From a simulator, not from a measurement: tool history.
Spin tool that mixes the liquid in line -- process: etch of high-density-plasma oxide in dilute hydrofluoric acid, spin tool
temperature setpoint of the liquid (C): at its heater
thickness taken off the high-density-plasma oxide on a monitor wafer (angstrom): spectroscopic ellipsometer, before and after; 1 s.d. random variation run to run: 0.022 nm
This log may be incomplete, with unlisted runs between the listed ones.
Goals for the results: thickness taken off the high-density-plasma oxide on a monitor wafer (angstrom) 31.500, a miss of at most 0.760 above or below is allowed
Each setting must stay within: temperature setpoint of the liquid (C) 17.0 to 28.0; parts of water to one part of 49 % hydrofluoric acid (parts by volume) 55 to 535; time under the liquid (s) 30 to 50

run	hour	temperature setpoint of the liquid (C)	parts of water to one part of 49 % hydrofluoric acid (parts by volume)	time under the liquid (s)	thickness taken off the high-density-plasma oxide on a monitor wafer (angstrom)
1	0.0	20.0	295	50	13.664
2	1.9	20.0	210	50	20.733
3	4.4	21.5	205	50	22.389
4	13.3	21.5	245	50	18.244
5	17.3	20.0	245	50	17.164
6	23.1	20.0	245	50	17.087
7	25.0	21.5	235	50	18.975
8	33.4	22.5	220	50	21.408
9	39.7	23.5	210	50	23.596

Which one of the following 5 next-run settings gets every result inside its allowed miss? There is exactly one.
A	46.0	25.0	325	50	?
B	46.0	28.0	200	50	?
C	46.0	23.5	160	50	?
D	46.0	26.5	200	50	?
E	46.0	25.5	175	50	?

move	thickness taken off the high-density-plasma oxide on a monitor wafer (angstrom)
A	14.265
B	29.374
C	32.578
D	27.844
E	31.571
A: moves away from the targets compared with the last run
B: better than the last run, though not everything is in spec
C: moves the result that the last run missed by most past its target, out the other side
D: better than the last run, though not everything is in spec
E: in spec on every target
E meets every target.
